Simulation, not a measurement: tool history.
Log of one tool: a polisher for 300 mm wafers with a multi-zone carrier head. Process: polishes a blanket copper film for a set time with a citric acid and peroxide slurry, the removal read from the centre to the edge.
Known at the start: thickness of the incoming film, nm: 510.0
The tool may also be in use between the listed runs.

run,hour,flow of slurry (ml/min),pressure of the head's centre zone,pressure of the head's middle zone,pressure of the head's edge zone,abrasive content of the slurry,polishing time (s),film removed at the wafer's centre (angstrom),film removed at mid-radius (angstrom),film removed at the wafer's edge (angstrom)
1,0,300,1,1,1,1,46,1714.1,1701.4,1727.8
2,2.8,295,0.98,1,0.98,0.9,42,1465.6,1494.8,1514.3
3,5.3,295,0.92,1,0.98,0.9,42,1404.4,1496.8,1514.2
4,12.8,295,0.92,1,0.98,0.75,42,1332.8,1403.5,1461.4
5,14,295,0.92,0.93,0.98,0.75,42,1327.9,1348.1,1484.4
6,19.7,295,0.92,0.95,0.95,0.7,39,1200.5,1254.8,1339.4
7,22.6,295,0.93,0.96,0.92,0.65,37,1142.3,1166.9,1214.3
8,27.7,295,0.92,0.97,0.9,0.6,36,1093.2,1101.9,1118

Forecast run 9:
9,33.1,280,0.82,0.97,0.85,0.5,36,?,?,?

film removed at the wafer's centre (angstrom): 923.07
film removed at mid-radius (angstrom): 1080.6
film removed at the wafer's edge (angstrom): 1063.8
